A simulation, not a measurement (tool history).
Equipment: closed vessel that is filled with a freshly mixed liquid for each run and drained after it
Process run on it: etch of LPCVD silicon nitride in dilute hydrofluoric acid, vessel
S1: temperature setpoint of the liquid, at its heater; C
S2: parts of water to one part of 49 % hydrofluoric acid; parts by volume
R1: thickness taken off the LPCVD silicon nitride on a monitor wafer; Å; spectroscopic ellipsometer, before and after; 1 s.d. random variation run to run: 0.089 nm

{"run": 1, "hour": 0.0, "S1": 24, "S2": 280, "time in the liquid (s)": 2945, "R1": 52.015}
{"run": 2, "hour": 3.9, "S1": 24, "S2": 280, "time in the liquid (s)": 3155, "R1": 55.177}
{"run": 3, "hour": 5.6, "S1": 25, "S2": 275, "time in the liquid (s)": 3155, "R1": 59.947}
{"run": 4, "hour": 14.3, "S1": 25, "S2": 325, "time in the liquid (s)": 3155, "R1": 51.806}
{"run": 5, "hour": 16.6, "S1": 25, "S2": 415, "time in the liquid (s)": 3155, "R1": 39.751}
{"run": 6, "hour": 23.5, "S1": 25, "S2": 505, "time in the liquid (s)": 3155, "R1": 32.183}
{"run": 7, "hour": 29.6, "S1": 26, "S2": 465, "time in the liquid (s)": 3155, "R1": 37.425}
{"run": 8, "hour": 33.9, "S1": 27, "S2": 430, "time in the liquid (s)": 3155, "R1": 42.179}
{"run": 9, "hour": 38.6, "S1": 27.5, "S2": 395, "time in the liquid (s)": 3155, "R1": 48.039}
{"run": 10, "hour": 40.8, "S1": 28, "S2": 370, "time in the liquid (s)": 3155, "R1": 52.778}
{"run": 11, "hour": 43.2, "S1": 28.5, "S2": 345, "time in the liquid (s)": 3155, "R1": 59.79}
{"run": 12, "hour": 46.1, "S1": 29, "S2": 330, "time in the liquid (s)": 3155, "R1": 63.093}
{"run": 13, "hour": 51.2, "S1": 29.5, "S2": 315, "time in the liquid (s)": 3155, "R1": 68.635}
{"run": 14, "hour": 57.3, "S1": 30, "S2": 300, "time in the liquid (s)": 3155, "R1": 74.332}
{"run": 15, "hour": 63.7, "S1": 30.5, "S2": 290, "time in the liquid (s)": 3155, "R1": 77.553}
{"run": 16, "hour": 72.6, "S1": 30.5, "S2": 280, "time in the liquid (s)": 3155, "R1": 82.401}

Run 17 has not been measured yet. What should we expect?
{"run": 17, "hour": 76.5, "S1": 30.5, "S2": 275, "time in the liquid (s)": 3155, "R1": "?"}

For run 17 the tool returned R1 82.496 Å.
